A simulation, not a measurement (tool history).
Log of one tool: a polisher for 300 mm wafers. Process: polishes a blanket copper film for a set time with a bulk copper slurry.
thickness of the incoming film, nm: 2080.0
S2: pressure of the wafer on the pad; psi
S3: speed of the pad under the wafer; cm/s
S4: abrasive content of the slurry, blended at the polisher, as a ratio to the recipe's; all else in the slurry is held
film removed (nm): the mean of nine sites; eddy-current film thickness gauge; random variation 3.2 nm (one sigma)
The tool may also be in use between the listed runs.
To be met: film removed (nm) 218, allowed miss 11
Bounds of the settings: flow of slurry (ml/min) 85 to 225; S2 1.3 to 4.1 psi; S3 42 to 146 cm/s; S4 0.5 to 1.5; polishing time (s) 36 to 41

{"run": 1, "hour": 0.0, "flow of slurry (ml/min)": 145, "S2": 2.7, "S3": 94, "S4": 1, "polishing time (s)": 41, "film removed (nm)": 341.05}
{"run": 2, "hour": 1.6, "flow of slurry (ml/min)": 145, "S2": 2.7, "S3": 94, "S4": 1, "polishing time (s)": 36, "film removed (nm)": 299.53}
{"run": 3, "hour": 9.5, "flow of slurry (ml/min)": 145, "S2": 2.7, "S3": 94, "S4": 1.15, "polishing time (s)": 36, "film removed (nm)": 314.98}
{"run": 4, "hour": 16.8, "flow of slurry (ml/min)": 145, "S2": 2.5, "S3": 94, "S4": 1.15, "polishing time (s)": 36, "film removed (nm)": 293.03}
{"run": 5, "hour": 17.8, "flow of slurry (ml/min)": 110, "S2": 2.5, "S3": 94, "S4": 1.15, "polishing time (s)": 36, "film removed (nm)": 273.59}
{"run": 6, "hour": 26.7, "flow of slurry (ml/min)": 110, "S2": 2.5, "S3": 94, "S4": 1.25, "polishing time (s)": 36, "film removed (nm)": 275.6}
{"run": 7, "hour": 28.0, "flow of slurry (ml/min)": 110, "S2": 2.4, "S3": 94, "S4": 1.25, "polishing time (s)": 36, "film removed (nm)": 265.66}
{"run": 8, "hour": 35.0, "flow of slurry (ml/min)": 110, "S2": 2.3, "S3": 94, "S4": 1.25, "polishing time (s)": 36, "film removed (nm)": 260.25}
{"run": 9, "hour": 43.4, "flow of slurry (ml/min)": 110, "S2": 2.2, "S3": 94, "S4": 1.25, "polishing time (s)": 36, "film removed (nm)": 248.56}
{"run": 10, "hour": 50.6, "flow of slurry (ml/min)": 110, "S2": 2.1, "S3": 94, "S4": 1.25, "polishing time (s)": 36, "film removed (nm)": 232.12}

5 next moves are on the table. One of them brings every result within its allowed miss. Which?
{"run": "A", "hour": 57.8, "flow of slurry (ml/min)": 95, "S2": 1.4, "S3": 136, "S4": 1.15, "polishing time (s)": 36, "film removed (nm)": "?"}
{"run": "B", "hour": 57.8, "flow of slurry (ml/min)": 90, "S2": 1.7, "S3": 122, "S4": 1.2, "polishing time (s)": 40, "film removed (nm)": "?"}
{"run": "C", "hour": 57.8, "flow of slurry (ml/min)": 130, "S2": 1.6, "S3": 86, "S4": 1.25, "polishing time (s)": 39, "film removed (nm)": "?"}
{"run": "D", "hour": 57.8, "flow of slurry (ml/min)": 90, "S2": 2.2, "S3": 80, "S4": 1.25, "polishing time (s)": 36, "film removed (nm)": "?"}
{"run": "E", "hour": 57.8, "flow of slurry (ml/min)": 85, "S2": 1.6, "S3": 100, "S4": 1.1, "polishing time (s)": 40, "film removed (nm)": "?"}

move=A film_removed_(nm)=221.83
move=B film_removed_(nm)=265.38
move=C film_removed_(nm)=189.85
move=D film_removed_(nm)=204.76
move=E film_removed_(nm)=199.69
A: meets every target
B: further off than the last run
C: takes the result that was furthest off past its target
D: takes the result that was furthest off past its target
E: takes the result that was furthest off past its target
The right move is A.

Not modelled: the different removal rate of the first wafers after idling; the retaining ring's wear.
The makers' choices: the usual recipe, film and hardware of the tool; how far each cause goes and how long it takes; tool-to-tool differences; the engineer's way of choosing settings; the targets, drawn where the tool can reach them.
